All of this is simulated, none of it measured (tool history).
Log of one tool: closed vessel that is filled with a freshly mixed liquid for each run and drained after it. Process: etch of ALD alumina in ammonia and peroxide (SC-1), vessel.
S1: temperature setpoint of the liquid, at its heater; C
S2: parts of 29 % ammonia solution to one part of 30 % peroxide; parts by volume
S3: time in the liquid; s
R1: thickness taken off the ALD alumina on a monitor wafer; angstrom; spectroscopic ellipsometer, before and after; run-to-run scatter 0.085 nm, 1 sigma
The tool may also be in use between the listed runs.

run	hour	S1	S2	S3	R1
1	0	50	0.5	170	80.571
2	6.6	51.5	0.5	170	86.048
3	14.5	51.5	0.5	180	91.856
4	18.3	53	0.5	180	98.661
5	25.8	53	0.4	180	98.013
6	32.8	46	0.4	180	65.647

The next listed run, before its measurement:
7	39.7	54	0.4	180	?

{"run 7": {"R1": 102.35}}
